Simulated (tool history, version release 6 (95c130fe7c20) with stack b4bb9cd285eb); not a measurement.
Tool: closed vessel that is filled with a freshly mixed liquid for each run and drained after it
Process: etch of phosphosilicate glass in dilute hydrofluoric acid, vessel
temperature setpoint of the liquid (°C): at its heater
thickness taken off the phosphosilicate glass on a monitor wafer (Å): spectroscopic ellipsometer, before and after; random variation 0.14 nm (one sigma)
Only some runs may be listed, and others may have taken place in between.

| run | hour | temperature setpoint of the liquid (°C) | parts of water to one part of 49 % hydrofluoric acid (parts by volume) | time in the liquid (s) | thickness taken off the phosphosilicate glass on a monitor wafer (Å) |
|---|---|---|---|---|---|
| 1 | 0.0 | 20.0 | 245 | 35 | 117.890 |
| 2 | 1.0 | 20.0 | 245 | 30 | 99.808 |
| 3 | 5.5 | 20.0 | 290 | 30 | 80.901 |
| 4 | 10.4 | 21.5 | 265 | 30 | 95.855 |
| 5 | 11.6 | 22.5 | 240 | 30 | 111.380 |
| 6 | 14.3 | 23.5 | 220 | 30 | 130.670 |
| 7 | 15.0 | 24.5 | 205 | 30 | 145.390 |
| 8 | 17.2 | 25.0 | 195 | 30 | 159.260 |
| 9 | 19.0 | 28.0 | 165 | 30 | 216.760 |
| 10 | 26.3 | 27.5 | 165 | 30 | 214.640 |

Run 11 is up next; what results do you expect?
| 11 | 27.5 | 26.0 | 165 | 30 | ? |

Run 11 yielded thickness taken off the phosphosilicate glass on a monitor wafer (Å) 202.150.

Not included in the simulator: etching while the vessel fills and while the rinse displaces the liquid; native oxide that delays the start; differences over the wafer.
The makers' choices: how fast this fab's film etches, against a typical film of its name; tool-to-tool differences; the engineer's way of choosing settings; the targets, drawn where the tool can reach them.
